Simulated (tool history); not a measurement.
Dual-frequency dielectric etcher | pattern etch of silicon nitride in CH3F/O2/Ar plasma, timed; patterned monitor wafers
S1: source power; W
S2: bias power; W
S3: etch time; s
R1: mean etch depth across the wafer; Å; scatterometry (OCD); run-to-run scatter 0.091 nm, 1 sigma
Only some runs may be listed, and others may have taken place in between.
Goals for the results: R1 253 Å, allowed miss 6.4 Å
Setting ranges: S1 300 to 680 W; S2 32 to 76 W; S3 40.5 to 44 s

run  hour   S1  S2  S3      R1
  1     0  490  54  44  285.06
  2   7.8  550  54  44  295.72
  3  10.8  500  54  44  285.14
  4  19.3  500  54  44  284.55
  5  23.9  500  57  44  291.97
  6  26.6  540  57  44  297.57
  7  27.3  520  55  44  291.19
  8  29.6  500  54  44  284.08
     31.3  -- bias power generator calibrated
  9  31.3  480  53  44     276
 10  36.4  480  53  44  276.91
 11  40.7  470  53  44  276.51
 12  46.8  470  53  44  276.54
 13  53.6  470  53  44  276.55
 14  55.3  460  52  44  272.44

Consider the 4 candidate settings below. Which is the only one whose results all fall within their allowed miss of target?
  A    57  450  56  42.5   ?
  B    57  550  42    42   ?
  C    57  450  55  43.5   ?
  D    57  390  60    44   ?

move      R1
   A  268.27
   B  254.09
   C  272.84
   D  274.29
A: moves toward the targets from the last run without getting all of them in spec
B: every result within its allowed miss
C: no better and no worse than the last run
D: the biggest miss grows against the last run
Go with B: it meets all targets.

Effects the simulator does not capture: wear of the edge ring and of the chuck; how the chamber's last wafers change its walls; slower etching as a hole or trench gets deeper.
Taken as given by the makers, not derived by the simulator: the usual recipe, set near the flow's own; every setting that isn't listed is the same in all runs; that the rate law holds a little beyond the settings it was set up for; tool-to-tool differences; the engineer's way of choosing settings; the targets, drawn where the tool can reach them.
